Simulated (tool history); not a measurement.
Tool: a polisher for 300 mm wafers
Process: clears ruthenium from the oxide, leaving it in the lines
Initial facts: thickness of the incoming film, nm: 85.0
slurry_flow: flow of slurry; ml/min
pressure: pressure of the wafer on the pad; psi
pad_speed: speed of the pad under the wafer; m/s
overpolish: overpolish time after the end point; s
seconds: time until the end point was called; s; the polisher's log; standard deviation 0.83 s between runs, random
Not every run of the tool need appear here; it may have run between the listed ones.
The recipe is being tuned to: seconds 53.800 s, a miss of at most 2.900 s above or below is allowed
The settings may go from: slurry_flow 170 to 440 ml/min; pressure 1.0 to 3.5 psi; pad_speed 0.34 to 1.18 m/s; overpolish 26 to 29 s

| run | hour | slurry_flow | pressure | pad_speed | overpolish | seconds |
|---|---|---|---|---|---|---|
| 1 | 0.0 | 280 | 2.2 | 0.76 | 26 | 105.410 |
| 2 | 5.5 | 280 | 2.6 | 0.78 | 26 | 87.668 |
| 3 | 9.7 | 280 | 2.6 | 0.78 | 29 | 88.600 |
| 4 | 11.5 | 280 | 2.6 | 0.92 | 29 | 77.979 |
| 5 | 18.9 | 280 | 2.6 | 0.92 | 26 | 75.928 |
| 6 | 19.7 | 280 | 2.6 | 0.92 | 29 | 76.021 |
| 7 | 27.1 | 280 | 2.9 | 0.94 | 29 | 68.724 |
| 8 | 29.9 | 280 | 3.1 | 0.96 | 29 | 61.896 |
| 9 | 33.8 | 280 | 3.2 | 0.96 | 29 | 61.002 |
| 10 | 34.8 | 280 | 3.3 | 0.98 | 29 | 58.760 |

Below are 5 possible settings for the next run. Only one of them brings all results inside the allowed miss of their targets. Which is it?
| A | 35.8 | 350 | 3.1 | 1.12 | 26 | ? |
| B | 35.8 | 325 | 3.0 | 0.88 | 26 | ? |
| C | 35.8 | 325 | 3.5 | 1.10 | 29 | ? |
| D | 35.8 | 370 | 3.5 | 1.14 | 26 | ? |
| E | 35.8 | 335 | 3.2 | 0.80 | 27 | ? |

| move | seconds |
|---|---|
| A | 54.113 |
| B | 68.691 |
| C | 49.093 |
| D | 47.124 |
| E | 69.447 |
A: hits every target within its allowed miss
B: moves away from the targets compared with the last run
C: takes the biggest miss from the last run beyond its target
D: takes the biggest miss from the last run beyond its target
E: moves away from the targets compared with the last run
A is the move that brings every result within its allowed miss.
